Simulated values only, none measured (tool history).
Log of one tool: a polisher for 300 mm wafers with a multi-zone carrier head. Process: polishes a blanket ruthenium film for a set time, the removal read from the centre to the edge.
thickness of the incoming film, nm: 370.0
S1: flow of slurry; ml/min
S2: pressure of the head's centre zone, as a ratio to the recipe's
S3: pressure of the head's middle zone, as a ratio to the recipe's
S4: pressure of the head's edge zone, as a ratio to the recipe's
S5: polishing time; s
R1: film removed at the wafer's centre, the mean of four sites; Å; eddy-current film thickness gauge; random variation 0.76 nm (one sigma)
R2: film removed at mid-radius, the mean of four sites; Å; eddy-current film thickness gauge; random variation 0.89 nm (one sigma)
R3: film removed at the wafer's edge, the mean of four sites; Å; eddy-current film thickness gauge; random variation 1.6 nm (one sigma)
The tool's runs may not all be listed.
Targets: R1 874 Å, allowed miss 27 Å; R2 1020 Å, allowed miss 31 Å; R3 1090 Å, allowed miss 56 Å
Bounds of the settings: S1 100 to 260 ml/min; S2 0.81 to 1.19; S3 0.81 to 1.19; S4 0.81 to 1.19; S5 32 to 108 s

run    day   S1    S2    S3    S4  S5      R1      R2      R3
  1      0  165     1     1     1  70  855.65  832.91  925.97
  2  0.275  180  0.98  1.03  1.03  71  883.21  885.95  923.11
  3  0.608  180  0.98  1.03  1.09  71  864.87  881.02  949.09
  4  0.771  175  0.96  1.04  1.11  73  857.38  911.89  975.51
  5  0.871  175  0.95  1.04  1.12  75  888.07  935.78  1022.9
  6  0.912  175  0.88  1.04  1.12  75  824.45  951.34  1009.9
  7  0.942  180  0.88  1.04  1.13  76  842.48  951.17  1043.1
  8  1.304  185  0.88  1.05  1.14  76  856.68  970.04  1018.8
  9  1.604  180  0.88  1.05  1.14  77  842.14   971.5    1056
 10  1.867  185  0.88  1.05  1.14  77  855.18  971.22  1066.3

Which of these 4 next moves meets every target?
  A  2.129  260  0.88  0.95  1.19  76   ?   ?   ?
  B  2.129  100  0.93  1.19  1.15  82   ?   ?   ?
  C  2.129  190  0.98  1.12  1.11  72   ?   ?   ?
  D  2.129  140  0.86  1.03  1.06  84   ?   ?   ?

move      R1      R2      R3
   A  867.84  932.53  1074.9
   B  885.68  1102.8  1056.4
   C  886.56  984.84  958.21
   D  873.57  1036.4  1068.3
A: further off than the last run
B: takes the result that was furthest off past its target
C: further off than the last run
D: meets every target
Answer: D
